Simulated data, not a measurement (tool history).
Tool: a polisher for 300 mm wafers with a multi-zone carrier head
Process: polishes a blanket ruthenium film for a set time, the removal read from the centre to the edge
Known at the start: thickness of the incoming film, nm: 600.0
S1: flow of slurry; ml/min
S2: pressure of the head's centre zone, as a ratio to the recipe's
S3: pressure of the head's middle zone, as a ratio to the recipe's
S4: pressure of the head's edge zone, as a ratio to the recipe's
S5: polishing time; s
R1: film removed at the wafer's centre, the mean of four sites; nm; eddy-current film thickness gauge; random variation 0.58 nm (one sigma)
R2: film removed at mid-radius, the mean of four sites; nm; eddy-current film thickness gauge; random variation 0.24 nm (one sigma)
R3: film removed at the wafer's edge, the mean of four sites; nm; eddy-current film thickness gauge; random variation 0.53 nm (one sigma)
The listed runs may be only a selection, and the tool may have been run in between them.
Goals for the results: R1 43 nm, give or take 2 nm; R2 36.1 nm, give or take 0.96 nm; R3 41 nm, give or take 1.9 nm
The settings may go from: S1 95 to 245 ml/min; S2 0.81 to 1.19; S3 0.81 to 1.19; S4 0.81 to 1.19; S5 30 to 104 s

Run 1, hour 0: S1 155 ml/min, S2 1, S3 1, S4 1, S5 67 s. Result: R1 67.56 nm, R2 65.945 nm, R3 67.897 nm.
Run 2, hour 8.9: S1 155 ml/min, S2 1.05, S3 1, S4 1, S5 67 s. Result: R1 73.625 nm, R2 67.097 nm, R3 66.379 nm.
Run 3, hour 16.8: S1 155 ml/min, S2 1.05, S3 1, S4 1, S5 51 s. Result: R1 54.801 nm, R2 51.309 nm, R3 51.417 nm.
Run 4, hour 19.5: S1 155 ml/min, S2 1.05, S3 1, S4 1.07, S5 51 s. Result: R1 54.795 nm, R2 51.074 nm, R3 52.396 nm.
Run 5, hour 23.4: S1 150 ml/min, S2 1.05, S3 0.97, S4 1.06, S5 48 s. Result: R1 52.522 nm, R2 46.059 nm, R3 49.565 nm.
Run 6, hour 30.3: S1 150 ml/min, S2 1.05, S3 1.01, S4 1.06, S5 48 s. Result: R1 51.85 nm, R2 47.96 nm, R3 48.269 nm.
Run 7, hour 35.7: S1 140 ml/min, S2 1.05, S3 0.99, S4 1.06, S5 46 s. Result: R1 48.029 nm, R2 44.09 nm, R3 47.785 nm.
Run 8, hour 36.7: S1 130 ml/min, S2 1.09, S3 0.9, S4 0.96, S5 38 s. Result: R1 40.621 nm, R2 33.448 nm, R3 36.477 nm.
Run 9, hour 41.3: S1 135 ml/min, S2 1.08, S3 0.9, S4 0.98, S5 38 s. Result: R1 40.465 nm, R2 33.431 nm, R3 37.587 nm.
Run 10, hour 48.4: S1 145 ml/min, S2 1.07, S3 0.9, S4 0.99, S5 38 s. Result: R1 41.298 nm, R2 33.997 nm, R3 36.978 nm.
Run 11, hour 55.9: S1 145 ml/min, S2 1.07, S3 0.91, S4 1.02, S5 38 s. Result: R1 41.331 nm, R2 34.156 nm, R3 37.689 nm.
Run 12, hour 64.1: S1 145 ml/min, S2 1.07, S3 0.92, S4 1.04, S5 38 s. Result: R1 41.544 nm, R2 34.829 nm, R3 38.392 nm.
Run 13, hour 72.2: S1 145 ml/min, S2 1.07, S3 0.92, S4 1.06, S5 38 s. Result: R1 40.854 nm, R2 34.646 nm, R3 38.307 nm.

5 candidate next runs follow, results not yet known. Just one meets every target within its allowed miss. Identify it.
Run A, hour 80.3: S1 170 ml/min, S2 1.15, S3 0.85, S4 1.09, S5 39 s. Result: R1 ?, R2 ?, R3 ?.
Run B, hour 80.3: S1 200 ml/min, S2 1.01, S3 0.92, S4 1, S5 40 s. Result: R1 ?, R2 ?, R3 ?.
Run C, hour 80.3: S1 195 ml/min, S2 1.17, S3 0.96, S4 1.03, S5 34 s. Result: R1 ?, R2 ?, R3 ?.
Run D, hour 80.3: S1 120 ml/min, S2 1.09, S3 0.92, S4 1.09, S5 41 s. Result: R1 ?, R2 ?, R3 ?.
Run E, hour 80.3: S1 160 ml/min, S2 1.04, S3 0.81, S4 1.03, S5 40 s. Result: R1 ?, R2 ?, R3 ?.

move      R1      R2      R3
   A   46.65   34.12   40.61
   B  43.151  38.302  40.902
   C  42.377  33.588  35.067
   D  43.256  35.954  40.762
   E  42.751  33.336  40.433
A: its largest miss is bigger than the last run's
B: takes the biggest miss from the last run beyond its target
C: its largest miss is bigger than the last run's
D: meets every target
E: its largest miss is bigger than the last run's
So the answer is move D, the one that meets all the targets.
